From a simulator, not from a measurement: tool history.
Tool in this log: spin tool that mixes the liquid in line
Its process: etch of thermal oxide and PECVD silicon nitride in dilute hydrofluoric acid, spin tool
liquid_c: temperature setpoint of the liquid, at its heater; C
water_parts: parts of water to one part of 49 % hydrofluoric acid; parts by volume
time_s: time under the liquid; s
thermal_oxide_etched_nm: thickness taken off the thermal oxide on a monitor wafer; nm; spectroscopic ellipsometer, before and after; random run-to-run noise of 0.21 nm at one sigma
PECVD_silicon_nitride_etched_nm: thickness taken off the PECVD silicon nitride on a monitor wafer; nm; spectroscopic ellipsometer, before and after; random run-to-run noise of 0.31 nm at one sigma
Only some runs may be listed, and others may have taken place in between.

run,day,liquid_c,water_parts,time_s,thermal_oxide_etched_nm,PECVD_silicon_nitride_etched_nm
1,0,24,45,180,20.748,20.688
2,0.158,24,35,180,27.027,27.075
3,0.217,24,40,180,23.379,23.328
4,0.308,25.5,40,180,25.044,25.857
5,0.388,27,40,180,26.225,28.195
6,0.729,27,30,180,35.521,37.559

Run 7 comes next. What will it give?
7,0.988,28,30,180,?,?

thermal_oxide_etched_nm: 37.014 nm
PECVD_silicon_nitride_etched_nm: 39.662 nm

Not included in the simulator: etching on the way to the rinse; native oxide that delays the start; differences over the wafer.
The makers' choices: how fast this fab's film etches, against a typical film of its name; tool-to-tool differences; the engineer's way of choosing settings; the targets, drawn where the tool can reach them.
